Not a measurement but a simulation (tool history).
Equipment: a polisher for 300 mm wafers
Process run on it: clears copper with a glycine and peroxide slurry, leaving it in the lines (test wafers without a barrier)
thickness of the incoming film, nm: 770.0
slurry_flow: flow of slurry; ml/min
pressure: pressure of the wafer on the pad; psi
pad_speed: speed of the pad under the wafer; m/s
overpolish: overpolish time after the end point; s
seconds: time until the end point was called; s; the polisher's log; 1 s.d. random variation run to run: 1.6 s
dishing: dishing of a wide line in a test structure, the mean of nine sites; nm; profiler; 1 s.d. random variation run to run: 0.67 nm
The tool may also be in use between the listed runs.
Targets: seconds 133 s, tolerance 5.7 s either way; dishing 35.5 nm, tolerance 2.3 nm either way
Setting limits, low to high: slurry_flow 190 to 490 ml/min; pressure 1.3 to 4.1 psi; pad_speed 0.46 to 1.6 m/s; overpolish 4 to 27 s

{"run": 1, "hour": 0.0, "slurry_flow": 315, "pressure": 2.7, "pad_speed": 1.02, "overpolish": 14, "seconds": 177.89, "dishing": 36.493}
{"run": 2, "hour": 2.4, "slurry_flow": 315, "pressure": 3, "pad_speed": 1.02, "overpolish": 14, "seconds": 161.35, "dishing": 38.974}
{"run": 3, "hour": 3.5, "slurry_flow": 315, "pressure": 3.1, "pad_speed": 1.02, "overpolish": 13, "seconds": 155.21, "dishing": 38.289}
{"run": 4, "hour": 10.0, "slurry_flow": 315, "pressure": 3.2, "pad_speed": 1.02, "overpolish": 12, "seconds": 152.48, "dishing": 36.017}
{"run": 5, "hour": 17.7, "slurry_flow": 315, "pressure": 2.9, "pad_speed": 1.02, "overpolish": 12, "seconds": 169, "dishing": 34.431}
{"run": 6, "hour": 26.7, "slurry_flow": 315, "pressure": 3, "pad_speed": 1.02, "overpolish": 12, "seconds": 160.35, "dishing": 34.137}
{"run": 7, "hour": 33.5, "slurry_flow": 315, "pressure": 3.1, "pad_speed": 1.02, "overpolish": 12, "seconds": 158.19, "dishing": 36.076}
{"hour": 34.7, "done": "worn pad replaced by a new one"}
{"run": 8, "hour": 34.7, "slurry_flow": 315, "pressure": 3.2, "pad_speed": 1.02, "overpolish": 11, "seconds": 141.98, "dishing": 35.104}

Exercise: of the 4 proposed moves below, exactly one satisfies all targets within the stated allowed misses. Which move is it?
{"run": "A", "hour": 35.9, "slurry_flow": 390, "pressure": 2.8, "pad_speed": 1.12, "overpolish": 11, "seconds": "?", "dishing": "?"}
{"run": "B", "hour": 35.9, "slurry_flow": 345, "pressure": 3.2, "pad_speed": 1.08, "overpolish": 10, "seconds": "?", "dishing": "?"}
{"run": "C", "hour": 35.9, "slurry_flow": 255, "pressure": 3, "pad_speed": 1.06, "overpolish": 10, "seconds": "?", "dishing": "?"}
{"run": "D", "hour": 35.9, "slurry_flow": 400, "pressure": 3.4, "pad_speed": 1.02, "overpolish": 8, "seconds": "?", "dishing": "?"}

move=A seconds=147.31 dishing=35.051
move=B seconds=136.65 dishing=34.728
move=C seconds=149.56 dishing=32.378
move=D seconds=135.07 dishing=29.584
A: moves away from the targets compared with the last run
B: in spec on every target
C: moves away from the targets compared with the last run
D: puts the biggest miss on target and leaves a different result outside tolerance
The move that meets every target is B.

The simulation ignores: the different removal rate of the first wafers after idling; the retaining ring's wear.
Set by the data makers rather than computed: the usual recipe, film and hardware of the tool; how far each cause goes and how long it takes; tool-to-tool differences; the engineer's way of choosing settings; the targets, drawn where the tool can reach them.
